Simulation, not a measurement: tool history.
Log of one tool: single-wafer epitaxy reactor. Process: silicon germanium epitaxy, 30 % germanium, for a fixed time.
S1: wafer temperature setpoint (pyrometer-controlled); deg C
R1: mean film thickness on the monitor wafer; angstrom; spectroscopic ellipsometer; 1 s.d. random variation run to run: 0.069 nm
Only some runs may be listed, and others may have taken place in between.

run 1 hour=0.0 | S1=590 chamber_pressure_(Torr)=14.2 | R1=393.80
run 2 hour=7.9 | S1=588 chamber_pressure_(Torr)=14.2 | R1=380.96
run 3 hour=15.1 | S1=588 chamber_pressure_(Torr)=16.7 | R1=400.00
run 4 hour=17.4 | S1=588 chamber_pressure_(Torr)=17.7 | R1=410.51
run 5 hour=19.7 | S1=595 chamber_pressure_(Torr)=17.7 | R1=466.27
run 6 hour=28.3 | S1=595 chamber_pressure_(Torr)=19.9 | R1=483.63
run 7 hour=31.6 | S1=591 chamber_pressure_(Torr)=19.9 | R1=449.57

Run 8 comes next. What will it give?
run 8 hour=34.3 | S1=587 chamber_pressure_(Torr)=19.9 | R1=?

R1: 416.92 angstrom
